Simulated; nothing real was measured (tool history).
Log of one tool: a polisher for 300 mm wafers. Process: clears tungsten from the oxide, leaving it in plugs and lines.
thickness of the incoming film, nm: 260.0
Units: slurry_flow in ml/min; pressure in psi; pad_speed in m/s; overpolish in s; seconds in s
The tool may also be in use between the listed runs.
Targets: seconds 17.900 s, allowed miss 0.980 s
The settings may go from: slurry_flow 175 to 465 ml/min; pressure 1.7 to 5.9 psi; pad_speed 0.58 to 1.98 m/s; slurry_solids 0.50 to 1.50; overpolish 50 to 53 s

run	hour	slurry_flow	pressure	pad_speed	slurry_solids	overpolish	seconds
1	0.0	295	3.8	1.28	1.00	50	44.854
2	1.0	295	4.2	1.38	1.00	50	36.438
3	7.0	295	4.2	1.08	1.00	50	46.677
4	13.2	295	4.6	1.20	1.00	50	38.978
5	20.3	295	4.9	1.32	1.00	50	32.869
6	26.6	325	4.9	1.32	1.00	50	31.962
7	32.9	355	5.9	1.68	1.05	50	21.189
8	38.3	355	5.9	1.74	1.05	50	20.680
9	44.5	355	5.9	1.80	1.05	50	19.442

Which of these 4 next moves meets every target?
A	50.7	350	5.9	1.76	1.00	50	?
B	50.7	400	5.8	1.76	1.15	50	?
C	50.7	365	5.2	1.70	1.10	50	?
D	50.7	365	5.9	1.94	1.05	50	?

move	seconds
A	20.702
B	19.858
C	23.365
D	18.439
A: further off than the last run
B: further off than the last run
C: further off than the last run
D: meets every target
Move D is the one to make.
